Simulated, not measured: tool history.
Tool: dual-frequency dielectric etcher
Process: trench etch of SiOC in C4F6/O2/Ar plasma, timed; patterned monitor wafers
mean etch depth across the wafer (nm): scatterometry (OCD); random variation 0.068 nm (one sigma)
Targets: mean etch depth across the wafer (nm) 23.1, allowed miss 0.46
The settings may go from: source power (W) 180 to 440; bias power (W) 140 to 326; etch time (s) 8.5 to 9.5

run  hour  source power (W)  bias power (W)  etch time (s)  mean etch depth across the wafer (nm)
  1     0               310             233            9.5                                 20.225
  2   3.5               330             236            9.5                                 21.044
  3   9.1               340             237            9.5                                 21.182
  4  16.7               340             251            9.5                                  21.46
  5  21.8               350             253            9.5                                 21.726
  6  29.7               350             253            9.5                                 21.875
  7  34.4               360             254            9.5                                 22.192
  8  37.5               370             255            9.5                                 22.508

Which of these 5 next moves meets every target?
  A  40.6               380             269              9                                      ?
  B  40.6               350             275            9.5                                      ?
  C  40.6               440             256              9                                      ?
  D  40.6               380             232            9.5                                      ?
  E  40.6               440             208              9                                      ?

move  mean etch depth across the wafer (nm)
   A                                 21.837
   B                                  22.31
   C                                 23.065
   D                                 22.268
   E                                 22.024
A: further off than the last run
B: further off than the last run
C: meets every target
D: further off than the last run
E: further off than the last run
Move C is the one to make.
